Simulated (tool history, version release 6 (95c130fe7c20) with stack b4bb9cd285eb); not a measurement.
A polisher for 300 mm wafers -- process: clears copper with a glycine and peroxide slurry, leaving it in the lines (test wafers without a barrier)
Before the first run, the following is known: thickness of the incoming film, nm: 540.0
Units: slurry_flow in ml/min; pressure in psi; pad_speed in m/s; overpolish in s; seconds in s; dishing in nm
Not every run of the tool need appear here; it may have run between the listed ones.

run,hour,slurry_flow,pressure,pad_speed,overpolish,seconds,dishing
1,0.0,195,3.2,1.00,23,109.190,67.304
2,4.1,200,3.7,1.04,22,89.142,73.828
3,7.0,200,3.0,1.04,22,109.780,64.558
4,7.9,200,3.0,1.04,31,110.240,81.227
5,10.2,245,3.0,1.04,31,106.450,83.711
6,18.8,245,3.0,1.22,31,94.328,86.895
7,19.4,245,3.0,1.22,31,92.621,89.729
8,27.5,245,3.3,1.24,28,83.498,88.815

Run 9 has not been measured yet. What should we expect?
9,34.1,250,4.2,1.32,18,?,?

seconds: 65.058 s
dishing: 80.946 nm
